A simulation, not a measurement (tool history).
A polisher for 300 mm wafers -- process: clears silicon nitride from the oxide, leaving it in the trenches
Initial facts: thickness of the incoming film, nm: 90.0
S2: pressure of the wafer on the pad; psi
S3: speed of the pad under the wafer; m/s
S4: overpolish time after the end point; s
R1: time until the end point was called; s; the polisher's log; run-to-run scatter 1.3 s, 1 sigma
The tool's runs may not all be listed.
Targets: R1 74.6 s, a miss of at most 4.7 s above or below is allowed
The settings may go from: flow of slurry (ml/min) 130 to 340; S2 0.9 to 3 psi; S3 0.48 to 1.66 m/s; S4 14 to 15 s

run 1 hour=0 | flow_of_slurry_(ml/min)=220 S2=1.9 S3=1.06 S4=14 | R1=124.59
run 2 hour=5.8 | flow_of_slurry_(ml/min)=220 S2=1.9 S3=1.06 S4=14 | R1=121.19
run 3 hour=9.9 | flow_of_slurry_(ml/min)=265 S2=1.9 S3=1.06 S4=14 | R1=118.48
run 4 hour=14.9 | flow_of_slurry_(ml/min)=265 S2=1.9 S3=1.18 S4=14 | R1=109.3
run 5 hour=15.5 | flow_of_slurry_(ml/min)=265 S2=2.1 S3=1.2 S4=14 | R1=101.69
run 6 hour=16.3 | flow_of_slurry_(ml/min)=220 S2=2.1 S3=1.2 S4=14 | R1=105.1
run 7 hour=23.5 | flow_of_slurry_(ml/min)=220 S2=2.3 S3=1.22 S4=14 | R1=92.507
-- hour=27.4 slurry nozzle cleaned
run 8 hour=27.4 | flow_of_slurry_(ml/min)=220 S2=2.4 S3=1.24 S4=14 | R1=85.238
run 9 hour=35.7 | flow_of_slurry_(ml/min)=220 S2=2.4 S3=1.24 S4=14 | R1=85.87
run 10 hour=38.7 | flow_of_slurry_(ml/min)=220 S2=2.5 S3=1.24 S4=14 | R1=83.038

Which single option among these 5 for the next run brings every result within its allowed miss of target? Just one does.
run A hour=41.7 | flow_of_slurry_(ml/min)=225 S2=2.3 S3=1.12 S4=15 | R1=?
run B hour=41.7 | flow_of_slurry_(ml/min)=265 S2=2.3 S3=1.24 S4=14 | R1=?
run C hour=41.7 | flow_of_slurry_(ml/min)=230 S2=2.3 S3=1.14 S4=14 | R1=?
run D hour=41.7 | flow_of_slurry_(ml/min)=135 S2=2.5 S3=1.26 S4=14 | R1=?
run E hour=41.7 | flow_of_slurry_(ml/min)=200 S2=2.4 S3=1.46 S4=15 | R1=?

move=A R1=97.741
move=B R1=90.154
move=C R1=96.438
move=D R1=87.179
move=E R1=79.032
A: the biggest miss grows against the last run
B: the biggest miss grows against the last run
C: the biggest miss grows against the last run
D: the biggest miss grows against the last run
E: every result within its allowed miss
E is the move that brings every result within its allowed miss.
